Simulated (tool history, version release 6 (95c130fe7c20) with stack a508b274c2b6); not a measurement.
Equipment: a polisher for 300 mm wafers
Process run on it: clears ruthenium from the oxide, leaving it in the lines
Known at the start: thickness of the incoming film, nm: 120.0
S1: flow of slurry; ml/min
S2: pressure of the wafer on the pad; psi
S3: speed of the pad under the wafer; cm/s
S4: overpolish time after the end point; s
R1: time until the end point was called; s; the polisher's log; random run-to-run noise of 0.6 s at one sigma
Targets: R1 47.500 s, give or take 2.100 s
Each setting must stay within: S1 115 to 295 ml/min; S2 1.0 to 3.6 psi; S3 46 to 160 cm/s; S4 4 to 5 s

run 1 hour=0.0 | S1=190 S2=2.3 S3=102 S4=5 | R1=73.073
run 2 hour=4.3 | S1=190 S2=2.5 S3=102 S4=5 | R1=68.560
run 3 hour=13.2 | S1=235 S2=2.5 S3=102 S4=5 | R1=65.843
run 4 hour=21.8 | S1=235 S2=2.1 S3=102 S4=5 | R1=77.263
run 5 hour=27.6 | S1=235 S2=2.1 S3=102 S4=4 | R1=77.274
run 6 hour=35.6 | S1=235 S2=2.1 S3=102 S4=5 | R1=76.636
run 7 hour=36.5 | S1=235 S2=2.3 S3=102 S4=5 | R1=70.956
run 8 hour=37.9 | S1=235 S2=2.5 S3=102 S4=5 | R1=64.947
run 9 hour=44.1 | S1=235 S2=2.6 S3=102 S4=5 | R1=64.456
run 10 hour=47.2 | S1=235 S2=2.7 S3=102 S4=5 | R1=62.213
run 11 hour=50.0 | S1=235 S2=2.8 S3=102 S4=5 | R1=60.049
run 12 hour=51.6 | S1=235 S2=2.8 S3=102 S4=5 | R1=60.091
-- hour=60.1 worn pad replaced by a new one
run 13 hour=60.1 | S1=235 S2=2.9 S3=102 S4=5 | R1=54.719
run 14 hour=68.8 | S1=235 S2=3.0 S3=102 S4=5 | R1=53.636
run 15 hour=73.4 | S1=235 S2=3.2 S3=102 S4=5 | R1=50.574

Which of these 4 next moves meets every target?
run A hour=78.0 | S1=210 S2=2.2 S3=136 S4=5 | R1=?
run B hour=78.0 | S1=235 S2=3.3 S3=104 S4=5 | R1=?
run C hour=78.0 | S1=190 S2=3.4 S3=92 S4=5 | R1=?
run D hour=78.0 | S1=240 S2=3.1 S3=96 S4=4 | R1=?

move=A R1=54.336
move=B R1=49.047
move=C R1=55.352
move=D R1=55.869
A: lands further from the targets than the last run did
B: every result lands within tolerance
C: lands further from the targets than the last run did
D: lands further from the targets than the last run did
The move that meets every target is B.
